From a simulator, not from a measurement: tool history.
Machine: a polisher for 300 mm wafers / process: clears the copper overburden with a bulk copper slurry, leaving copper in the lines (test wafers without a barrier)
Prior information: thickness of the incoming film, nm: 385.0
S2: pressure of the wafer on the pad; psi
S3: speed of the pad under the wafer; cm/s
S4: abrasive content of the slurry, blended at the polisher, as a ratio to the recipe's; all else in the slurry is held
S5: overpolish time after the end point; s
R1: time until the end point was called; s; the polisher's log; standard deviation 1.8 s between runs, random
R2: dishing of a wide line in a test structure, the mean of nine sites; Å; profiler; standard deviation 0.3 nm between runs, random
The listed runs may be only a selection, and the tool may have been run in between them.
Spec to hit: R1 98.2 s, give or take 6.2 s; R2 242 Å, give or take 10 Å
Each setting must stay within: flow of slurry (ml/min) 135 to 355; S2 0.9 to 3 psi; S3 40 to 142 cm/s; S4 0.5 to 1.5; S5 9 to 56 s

Run 1, hour 0: flow of slurry (ml/min) 225, S2 1.9 psi, S3 90 cm/s, S4 1, S5 29 s. Result: R1 78.631 s, R2 713.6 Å.
Run 2, hour 4.9: flow of slurry (ml/min) 225, S2 2.2 psi, S3 90 cm/s, S4 1, S5 29 s. Result: R1 67.322 s, R2 785.96 Å.
Run 3, hour 6.5: flow of slurry (ml/min) 225, S2 2.1 psi, S3 88 cm/s, S4 1, S5 27 s. Result: R1 74.124 s, R2 715.14 Å.
Run 4, hour 10.9: flow of slurry (ml/min) 225, S2 2.1 psi, S3 88 cm/s, S4 1, S5 17 s. Result: R1 75.885 s, R2 529.5 Å.
Run 5, hour 13.6: flow of slurry (ml/min) 265, S2 2.1 psi, S3 88 cm/s, S4 1, S5 17 s. Result: R1 71.009 s, R2 540.02 Å.
Run 6, hour 21.1: flow of slurry (ml/min) 320, S2 2.1 psi, S3 88 cm/s, S4 1, S5 17 s. Result: R1 69.982 s, R2 538.5 Å.
Run 7, hour 30: flow of slurry (ml/min) 355, S2 1.5 psi, S3 92 cm/s, S4 1.05, S5 9 s. Result: R1 85.385 s, R2 274.36 Å.
Run 8, hour 34.4: flow of slurry (ml/min) 350, S2 1.4 psi, S3 90 cm/s, S4 1.05, S5 10 s. Result: R1 92.619 s, R2 280.97 Å.
Run 9, hour 43.3: flow of slurry (ml/min) 355, S2 0.9 psi, S3 116 cm/s, S4 0.8, S5 9 s. Result: R1 113.71 s, R2 208.91 Å.
Run 10, hour 51.5: flow of slurry (ml/min) 350, S2 1 psi, S3 118 cm/s, S4 0.8, S5 9 s. Result: R1 107.42 s, R2 226.34 Å.

Which single option among these 5 for the next run brings every result within its allowed miss of target? Just one does.
Run A, hour 59.7: flow of slurry (ml/min) 355, S2 1.1 psi, S3 110 cm/s, S4 0.9, S5 9 s. Result: R1 ?, R2 ?.
Run B, hour 59.7: flow of slurry (ml/min) 355, S2 0.9 psi, S3 114 cm/s, S4 0.85, S5 9 s. Result: R1 ?, R2 ?.
Run C, hour 59.7: flow of slurry (ml/min) 355, S2 1 psi, S3 140 cm/s, S4 0.85, S5 9 s. Result: R1 ?, R2 ?.
Run D, hour 59.7: flow of slurry (ml/min) 355, S2 0.9 psi, S3 112 cm/s, S4 0.95, S5 9 s. Result: R1 ?, R2 ?.
Run E, hour 59.7: flow of slurry (ml/min) 335, S2 1.4 psi, S3 102 cm/s, S4 1, S5 9 s. Result: R1 ?, R2 ?.

move      R1      R2
   A  99.298   241.5
   B  113.69  212.89
   C  88.542  263.77
   D  111.18  216.96
   E  85.329  278.43
A: in spec on every target
B: moves away from the targets compared with the last run
C: moves the result that the last run missed by most past its target, out the other side
D: moves away from the targets compared with the last run
E: moves the result that the last run missed by most past its target, out the other side
A meets every target.
